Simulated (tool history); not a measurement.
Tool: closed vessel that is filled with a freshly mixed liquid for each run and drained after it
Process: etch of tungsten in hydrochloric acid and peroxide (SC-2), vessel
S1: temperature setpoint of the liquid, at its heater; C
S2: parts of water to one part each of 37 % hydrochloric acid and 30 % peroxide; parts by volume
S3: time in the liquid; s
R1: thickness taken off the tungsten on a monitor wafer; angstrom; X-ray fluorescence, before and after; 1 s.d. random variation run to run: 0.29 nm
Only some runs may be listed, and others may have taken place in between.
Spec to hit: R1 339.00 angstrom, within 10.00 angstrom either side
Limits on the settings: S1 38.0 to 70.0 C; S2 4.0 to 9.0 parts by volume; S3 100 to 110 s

Run 1, hour 0.0: S1 54.0 C, S2 5.0 parts by volume, S3 100 s. Result: R1 426.96 angstrom.
Run 2, hour 4.4: S1 54.0 C, S2 4.0 parts by volume, S3 100 s. Result: R1 494.28 angstrom.
Run 3, hour 8.2: S1 53.5 C, S2 4.0 parts by volume, S3 100 s. Result: R1 482.59 angstrom.
Run 4, hour 12.7: S1 53.5 C, S2 4.0 parts by volume, S3 100 s. Result: R1 483.08 angstrom.
Run 5, hour 13.7: S1 53.0 C, S2 4.0 parts by volume, S3 100 s. Result: R1 469.97 angstrom.
Run 6, hour 18.3: S1 52.5 C, S2 4.0 parts by volume, S3 100 s. Result: R1 451.84 angstrom.
Run 7, hour 22.2: S1 52.0 C, S2 4.0 parts by volume, S3 100 s. Result: R1 438.67 angstrom.
Run 8, hour 30.4: S1 51.5 C, S2 4.0 parts by volume, S3 100 s. Result: R1 419.22 angstrom.
Run 9, hour 38.2: S1 51.0 C, S2 4.0 parts by volume, S3 100 s. Result: R1 414.18 angstrom.
Run 10, hour 42.1: S1 50.5 C, S2 4.0 parts by volume, S3 100 s. Result: R1 395.11 angstrom.
Run 11, hour 49.3: S1 49.0 C, S2 4.0 parts by volume, S3 100 s. Result: R1 361.37 angstrom.

Consider the 4 candidate settings below. Which is the only one whose results all fall within their allowed miss of target?
Run A, hour 56.5: S1 49.5 C, S2 4.5 parts by volume, S3 110 s. Result: R1 ?.
Run B, hour 56.5: S1 47.5 C, S2 4.0 parts by volume, S3 110 s. Result: R1 ?.
Run C, hour 56.5: S1 48.0 C, S2 4.0 parts by volume, S3 100 s. Result: R1 ?.
Run D, hour 56.5: S1 50.0 C, S2 4.0 parts by volume, S3 100 s. Result: R1 ?.

move      R1
   A  372.85
   B  353.05
   C  331.99
   D  379.66
A: the biggest miss grows against the last run
B: nearer the targets than the last run, but a result is still out of spec
C: all results land within tolerance of their targets
D: the biggest miss grows against the last run
The move that meets every target is C.
